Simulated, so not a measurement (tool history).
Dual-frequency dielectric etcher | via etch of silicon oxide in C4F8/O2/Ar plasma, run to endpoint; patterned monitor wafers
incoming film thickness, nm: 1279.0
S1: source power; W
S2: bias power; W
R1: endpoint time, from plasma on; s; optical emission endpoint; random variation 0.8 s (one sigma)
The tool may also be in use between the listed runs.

run    day    S1    S2      R1
  1      0  2340  2495  228.79
  2  0.271  2340  2768  223.47
  3  0.312  2210  2755  230.28
  4  0.658  2120  2748  233.69
  5  1.021  1810  2748  250.75
  6  1.383  2100  2748  234.21
  7  1.517  1640  2720  262.33
  8  1.867  1660  2721  261.76

Run 9 comes next. What will it give?
  9  1.996  1680  2722   ?

{"run 9": {"R1": 261.04}}
